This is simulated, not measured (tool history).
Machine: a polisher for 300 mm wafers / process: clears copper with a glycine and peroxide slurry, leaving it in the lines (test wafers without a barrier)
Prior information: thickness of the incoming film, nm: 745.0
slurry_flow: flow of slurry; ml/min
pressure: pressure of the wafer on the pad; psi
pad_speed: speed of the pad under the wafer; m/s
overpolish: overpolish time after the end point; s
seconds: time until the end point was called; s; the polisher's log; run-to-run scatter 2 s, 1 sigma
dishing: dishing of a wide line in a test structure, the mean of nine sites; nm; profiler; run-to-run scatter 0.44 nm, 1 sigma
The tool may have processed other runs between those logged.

Run 1, hour 0: slurry_flow 205 ml/min, pressure 3 psi, pad_speed 1.18 m/s, overpolish 20 s. Result: seconds 132.34 s, dishing 67.756 nm.
Run 2, hour 0.6: slurry_flow 195 ml/min, pressure 2.7 psi, pad_speed 1.26 m/s, overpolish 17 s. Result: seconds 137.46 s, dishing 54.887 nm.
Run 3, hour 4.9: slurry_flow 195 ml/min, pressure 2 psi, pad_speed 1.26 m/s, overpolish 17 s. Result: seconds 173.46 s, dishing 47.1 nm.
Run 4, hour 12.8: slurry_flow 195 ml/min, pressure 2.3 psi, pad_speed 1.26 m/s, overpolish 17 s. Result: seconds 155.32 s, dishing 49.043 nm.
Run 5, hour 15.7: slurry_flow 180 ml/min, pressure 2.1 psi, pad_speed 1.36 m/s, overpolish 15 s. Result: seconds 158.69 s, dishing 46.233 nm.
Run 6, hour 23.6: slurry_flow 180 ml/min, pressure 2.7 psi, pad_speed 1.36 m/s, overpolish 15 s. Result: seconds 128.59 s, dishing 53.243 nm.
Run 7, hour 31.4: slurry_flow 170 ml/min, pressure 2.4 psi, pad_speed 1.42 m/s, overpolish 13 s. Result: seconds 140.58 s, dishing 45.952 nm.
Run 8, hour 39.2: slurry_flow 160 ml/min, pressure 2.2 psi, pad_speed 1.5 m/s, overpolish 12 s. Result: seconds 144 s, dishing 41.444 nm.

Expected results for the next run?
Run 9, hour 41.8: slurry_flow 155 ml/min, pressure 2 psi, pad_speed 1.56 m/s, overpolish 11 s. Result: seconds ?, dishing ?.

seconds: 154.97 s
dishing: 35.525 nm

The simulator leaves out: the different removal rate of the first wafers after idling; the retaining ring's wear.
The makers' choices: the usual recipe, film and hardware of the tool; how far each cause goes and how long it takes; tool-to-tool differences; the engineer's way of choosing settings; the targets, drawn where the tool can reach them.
